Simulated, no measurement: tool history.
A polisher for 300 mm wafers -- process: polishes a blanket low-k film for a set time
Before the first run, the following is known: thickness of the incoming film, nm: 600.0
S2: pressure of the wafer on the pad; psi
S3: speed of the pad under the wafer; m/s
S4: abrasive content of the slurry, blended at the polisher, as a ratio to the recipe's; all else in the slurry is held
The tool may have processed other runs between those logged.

run 1 hour=0 | flow_of_slurry_(ml/min)=290 S2=1.8 S3=1.08 S4=1 polishing_time_(s)=32 | film_removed_(Å)=111.63
run 2 hour=1.6 | flow_of_slurry_(ml/min)=290 S2=1.7 S3=1.08 S4=1 polishing_time_(s)=32 | film_removed_(Å)=106.34
run 3 hour=10 | flow_of_slurry_(ml/min)=290 S2=1.9 S3=1.08 S4=1 polishing_time_(s)=32 | film_removed_(Å)=118.53
run 4 hour=11.3 | flow_of_slurry_(ml/min)=325 S2=1.9 S3=1.08 S4=1 polishing_time_(s)=32 | film_removed_(Å)=117.72
run 5 hour=19.3 | flow_of_slurry_(ml/min)=325 S2=1.8 S3=1.06 S4=1 polishing_time_(s)=32 | film_removed_(Å)=112.43
run 6 hour=22.5 | flow_of_slurry_(ml/min)=325 S2=2 S3=1.06 S4=1 polishing_time_(s)=32 | film_removed_(Å)=125.47
run 7 hour=29.3 | flow_of_slurry_(ml/min)=325 S2=1.8 S3=1.04 S4=1 polishing_time_(s)=32 | film_removed_(Å)=106.44
run 8 hour=36.6 | flow_of_slurry_(ml/min)=325 S2=1.7 S3=1.04 S4=1 polishing_time_(s)=32 | film_removed_(Å)=104.53

Predict the results of run 9:
run 9 hour=45 | flow_of_slurry_(ml/min)=325 S2=1.6 S3=1.04 S4=1 polishing_time_(s)=32 | film_removed_(Å)=?

film removed (Å): 97.469
